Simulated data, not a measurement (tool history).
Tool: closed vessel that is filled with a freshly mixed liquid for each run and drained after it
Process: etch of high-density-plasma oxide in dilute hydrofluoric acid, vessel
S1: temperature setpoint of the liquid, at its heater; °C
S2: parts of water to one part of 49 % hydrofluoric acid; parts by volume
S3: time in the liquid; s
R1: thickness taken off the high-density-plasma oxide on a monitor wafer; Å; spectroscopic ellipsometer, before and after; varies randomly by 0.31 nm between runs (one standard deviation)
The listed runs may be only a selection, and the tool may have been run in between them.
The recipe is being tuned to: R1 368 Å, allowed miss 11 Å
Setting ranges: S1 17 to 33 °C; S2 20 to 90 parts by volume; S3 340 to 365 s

run	day	S1	S2	S3	R1
1	0	25	50	340	590.32
2	0.354	24	50	340	560.37
3	0.425	23	50	340	539.98
4	0.608	23	60	340	441.33
5	0.917	22.5	60	340	442.58
6	1.179	25	60	340	484.25
7	1.317	24	60	340	464.63
8	1.633	23	60	340	446.95
9	1.854	22.5	60	340	430.67
10	2.029	22	60	340	427.99
11	2.242	21.5	60	340	418.71
12	2.496	21	60	340	408.88
13	2.692	20.5	60	340	406.15
14	2.888	20	60	340	389.54
15	2.954	19.5	60	340	379.68

Which of these 4 next moves meets every target?
A	3.021	19	65	345	?
B	3.021	20.5	70	345	?
C	3.021	20	65	365	?
D	3.021	18.5	60	340	?

move	R1
A	353.05
B	347.15
C	389.63
D	371.12
A: carries the result that was furthest off beyond its target, to the other side
B: carries the result that was furthest off beyond its target, to the other side
C: moves away from the targets compared with the last run
D: in spec on every target
D meets every target.
